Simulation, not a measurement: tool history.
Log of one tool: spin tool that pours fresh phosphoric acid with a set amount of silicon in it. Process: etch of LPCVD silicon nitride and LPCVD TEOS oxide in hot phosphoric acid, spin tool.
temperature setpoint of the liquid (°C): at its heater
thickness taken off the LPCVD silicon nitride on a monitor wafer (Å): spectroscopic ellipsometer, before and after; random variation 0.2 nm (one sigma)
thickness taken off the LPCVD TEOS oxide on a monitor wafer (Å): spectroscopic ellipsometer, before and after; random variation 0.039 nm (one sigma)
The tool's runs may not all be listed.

| run | hour | temperature setpoint of the liquid (°C) | silicon dissolved in the acid as it is poured (mg a litre) | time under the liquid (s) | thickness taken off the LPCVD silicon nitride on a monitor wafer (Å) | thickness taken off the LPCVD TEOS oxide on a monitor wafer (Å) |
|---|---|---|---|---|---|---|
| 1 | 0 | 159 | 11 | 180 | 159.92 | 4.7014 |
| 2 | 8.4 | 159.5 | 10.5 | 185 | 166.02 | 4.8788 |
| 3 | 12.2 | 160 | 9 | 190 | 173.68 | 5.8114 |
| 4 | 16.7 | 158 | 9 | 190 | 162.53 | 4.5759 |
| 5 | 21.1 | 158 | 9 | 125 | 106.74 | 2.8898 |
| 6 | 25.2 | 158 | 9 | 65 | 56.381 | 1.6236 |
| 7 | 30.9 | 158.5 | 8 | 95 | 83.036 | 2.4085 |
| 8 | 36.5 | 159 | 6.5 | 115 | 102.89 | 3.3176 |
| 9 | 42 | 159 | 5 | 130 | 116.62 | 3.8522 |
| 10 | 44.4 | 159 | 4 | 145 | 126.61 | 4.2678 |
| 11 | 50 | 159.5 | 4 | 155 | 138.57 | 4.4972 |
| 12 | 51.5 | 159.5 | 4 | 155 | 137.82 | 4.6983 |
| 13 | 55.8 | 159.5 | 4 | 165 | 147.17 | 4.7389 |
| 14 | 56.9 | 160 | 3.5 | 175 | 158.86 | 5.5991 |
| 15 | 61.4 | 160 | 3.5 | 185 | 168.19 | 5.8415 |
| 16 | 64.5 | 160 | 3.5 | 190 | 175.65 | 6.2473 |
| 17 | 70.6 | 160 | 4 | 195 | 177.95 | 6.8086 |

Forecast run 18:
| 18 | 72.7 | 160 | 5 | 200 | ? | ? |

Run 18 gave thickness taken off the LPCVD silicon nitride on a monitor wafer (Å) 182.02, thickness taken off the LPCVD TEOS oxide on a monitor wafer (Å) 6.5083.
